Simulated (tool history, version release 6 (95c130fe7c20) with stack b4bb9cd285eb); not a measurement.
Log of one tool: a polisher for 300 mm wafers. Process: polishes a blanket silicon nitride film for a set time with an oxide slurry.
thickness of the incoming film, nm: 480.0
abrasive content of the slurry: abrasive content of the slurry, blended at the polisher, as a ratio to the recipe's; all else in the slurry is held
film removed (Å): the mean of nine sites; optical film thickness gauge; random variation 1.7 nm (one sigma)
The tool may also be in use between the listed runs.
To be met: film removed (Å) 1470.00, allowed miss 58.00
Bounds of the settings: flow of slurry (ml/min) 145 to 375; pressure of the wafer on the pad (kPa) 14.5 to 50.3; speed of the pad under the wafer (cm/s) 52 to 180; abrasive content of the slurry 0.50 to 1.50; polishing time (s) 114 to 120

run	hour	flow of slurry (ml/min)	pressure of the wafer on the pad (kPa)	speed of the pad under the wafer (cm/s)	abrasive content of the slurry	polishing time (s)	film removed (Å)
1	0.0	240	32.4	116	1.00	114	882.18
2	8.2	240	32.4	116	1.00	120	906.38
3	14.8	240	32.4	116	1.00	114	869.07
4	19.8	240	32.4	116	1.00	120	921.08
5	27.2	240	32.4	116	1.10	120	990.93
6	28.2	240	32.4	116	1.10	114	945.31
7	34.6	240	34.5	116	1.10	114	995.92
8	41.2	240	35.9	116	1.10	114	1039.30
9	43.9	240	37.2	116	1.10	114	1072.90
10	48.8	240	46.2	120	1.10	114	1344.10

Which of these 5 next moves meets every target?
A	53.7	295	46.2	86	1.50	117	?
B	53.7	215	40.7	126	1.20	120	?
C	53.7	250	50.3	104	1.35	114	?
D	53.7	210	47.6	118	1.05	116	?
E	53.7	285	50.3	96	1.05	120	?

move	film removed (Å)
A	1256.70
B	1342.60
C	1455.40
D	1325.50
E	1274.20
A: further off than the last run
B: as far off as the last run
C: meets every target
D: further off than the last run
E: further off than the last run
The right move is C.
